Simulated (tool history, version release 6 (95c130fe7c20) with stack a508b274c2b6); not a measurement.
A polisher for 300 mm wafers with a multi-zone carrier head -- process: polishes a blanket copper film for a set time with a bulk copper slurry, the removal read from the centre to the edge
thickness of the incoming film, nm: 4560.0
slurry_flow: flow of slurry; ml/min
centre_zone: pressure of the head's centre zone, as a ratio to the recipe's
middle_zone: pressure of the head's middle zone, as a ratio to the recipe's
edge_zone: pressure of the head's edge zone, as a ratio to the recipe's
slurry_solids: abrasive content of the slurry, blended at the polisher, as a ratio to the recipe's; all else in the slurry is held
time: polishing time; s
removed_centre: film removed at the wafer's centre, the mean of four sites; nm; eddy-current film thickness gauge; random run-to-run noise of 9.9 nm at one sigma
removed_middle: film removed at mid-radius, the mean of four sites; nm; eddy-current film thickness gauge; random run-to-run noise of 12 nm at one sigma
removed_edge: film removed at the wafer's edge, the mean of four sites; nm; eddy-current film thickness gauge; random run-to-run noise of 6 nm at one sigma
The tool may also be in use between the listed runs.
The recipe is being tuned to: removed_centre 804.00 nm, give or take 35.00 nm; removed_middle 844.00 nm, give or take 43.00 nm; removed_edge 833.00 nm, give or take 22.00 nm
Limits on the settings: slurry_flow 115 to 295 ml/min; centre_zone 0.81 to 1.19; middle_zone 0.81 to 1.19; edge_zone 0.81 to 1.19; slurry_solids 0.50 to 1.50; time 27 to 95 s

| run | hour | slurry_flow | centre_zone | middle_zone | edge_zone | slurry_solids | time | removed_centre | removed_middle | removed_edge |
|---|---|---|---|---|---|---|---|---|---|---|
| 1 | 0.0 | 190 | 1.00 | 1.00 | 1.00 | 1.00 | 61 | 628.61 | 668.57 | 667.36 |
| 2 | 6.4 | 190 | 1.00 | 1.00 | 1.00 | 0.85 | 61 | 611.16 | 651.59 | 647.68 |
| 3 | 7.1 | 190 | 1.00 | 1.00 | 0.95 | 0.85 | 61 | 613.25 | 647.54 | 619.33 |
| 4 | 12.2 | 190 | 1.00 | 1.03 | 0.95 | 0.85 | 61 | 613.62 | 683.35 | 619.81 |
|  | 14.8 | centre zone pressure recalibrated |
| 5 | 14.8 | 200 | 1.03 | 1.05 | 1.00 | 0.95 | 62 | 694.97 | 701.60 | 663.97 |
| 6 | 19.8 | 200 | 1.03 | 1.05 | 1.03 | 0.95 | 62 | 704.18 | 715.44 | 670.45 |
| 7 | 22.1 | 220 | 0.96 | 0.99 | 1.13 | 1.20 | 66 | 727.79 | 751.01 | 774.17 |
| 8 | 23.5 | 225 | 0.96 | 1.00 | 1.13 | 1.25 | 67 | 748.58 | 790.17 | 802.66 |
| 9 | 27.9 | 230 | 0.96 | 1.01 | 1.14 | 1.25 | 67 | 752.46 | 802.52 | 812.14 |
| 10 | 32.9 | 230 | 0.96 | 1.01 | 1.14 | 1.25 | 67 | 757.50 | 760.53 | 800.15 |
| 11 | 40.4 | 230 | 0.96 | 1.01 | 1.14 | 1.25 | 67 | 754.04 | 785.72 | 803.68 |
| 12 | 45.3 | 235 | 0.96 | 1.02 | 1.14 | 1.30 | 67 | 741.64 | 806.00 | 811.50 |

Pick the move, out of 4, that brings all results within their allowed miss; only one does.
| A | 50.2 | 225 | 0.97 | 0.98 | 1.13 | 1.20 | 67 | ? | ? | ? |
| B | 50.2 | 225 | 1.16 | 1.05 | 1.14 | 1.10 | 65 | ? | ? | ? |
| C | 50.2 | 290 | 0.99 | 1.05 | 1.14 | 1.20 | 69 | ? | ? | ? |
| D | 50.2 | 220 | 0.89 | 0.97 | 1.16 | 1.50 | 67 | ? | ? | ? |

| move | removed_centre | removed_middle | removed_edge |
|---|---|---|---|
| A | 742.53 | 754.20 | 790.84 |
| B | 852.50 | 759.10 | 760.38 |
| C | 807.51 | 841.36 | 835.81 |
| D | 701.38 | 771.93 | 825.66 |
A: its largest miss is bigger than the last run's
B: moves the result that the last run missed by most past its target, out the other side
C: all results in spec
D: its largest miss is bigger than the last run's
C is the move that brings every result within its allowed miss.
